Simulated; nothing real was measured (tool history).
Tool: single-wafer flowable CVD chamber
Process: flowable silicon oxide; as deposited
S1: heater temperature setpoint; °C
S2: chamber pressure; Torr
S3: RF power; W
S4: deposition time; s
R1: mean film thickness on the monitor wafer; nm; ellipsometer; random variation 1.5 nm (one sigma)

{"run": 1, "hour": 0.0, "S1": 105, "S2": 0.853, "S3": 1835, "S4": 431, "R1": 208.66}
{"run": 2, "hour": 4.1, "S1": 105, "S2": 0.986, "S3": 1835, "S4": 431, "R1": 238.68}
{"run": 3, "hour": 5.4, "S1": 105, "S2": 0.986, "S3": 1835, "S4": 410, "R1": 226.95}
{"run": 4, "hour": 11.7, "S1": 105, "S2": 0.986, "S3": 1835, "S4": 431, "R1": 238.86}
{"run": 5, "hour": 17.6, "S1": 105, "S2": 0.986, "S3": 2090, "S4": 431, "R1": 245.22}
{"run": 6, "hour": 24.1, "S1": 105, "S2": 0.872, "S3": 2090, "S4": 431, "R1": 218.68}
{"run": 7, "hour": 27.9, "S1": 102, "S2": 0.873, "S3": 2090, "S4": 431, "R1": 237.52}
{"run": 8, "hour": 34.4, "S1": 102, "S2": 0.873, "S3": 2090, "S4": 431, "R1": 237.22}

Forecast run 9:
{"run": 9, "hour": 39.4, "S1": 100, "S2": 0.874, "S3": 2090, "S4": 431, "R1": "?"}

R1: 255.46 nm

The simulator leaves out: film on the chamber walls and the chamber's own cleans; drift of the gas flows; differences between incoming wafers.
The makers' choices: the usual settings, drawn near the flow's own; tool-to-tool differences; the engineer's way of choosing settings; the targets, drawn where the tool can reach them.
